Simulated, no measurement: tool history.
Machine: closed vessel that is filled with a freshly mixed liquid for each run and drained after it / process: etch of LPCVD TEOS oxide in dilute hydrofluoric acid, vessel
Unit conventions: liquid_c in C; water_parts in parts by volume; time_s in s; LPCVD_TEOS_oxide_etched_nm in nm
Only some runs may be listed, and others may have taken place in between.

| run | day | liquid_c | water_parts | time_s | LPCVD_TEOS_oxide_etched_nm |
|---|---|---|---|---|---|
| 1 | 0 | 25 | 125 | 100 | 49.308 |
| 2 | 0.092 | 25 | 100 | 100 | 62.56 |
| 3 | 0.312 | 24 | 105 | 100 | 57.663 |
| 4 | 0.525 | 24 | 135 | 100 | 42.79 |
| 5 | 0.554 | 23.5 | 135 | 100 | 42.743 |
| 6 | 0.746 | 23 | 140 | 100 | 39.709 |
| 7 | 1.067 | 22.5 | 140 | 100 | 38.554 |
| 8 | 1.112 | 22 | 140 | 100 | 38.662 |

Run 9, settings as shown, results not yet in. Your forecast:
| 9 | 1.458 | 22 | 140 | 100 | ? |

Run 9 yielded LPCVD_TEOS_oxide_etched_nm 37.961 nm.
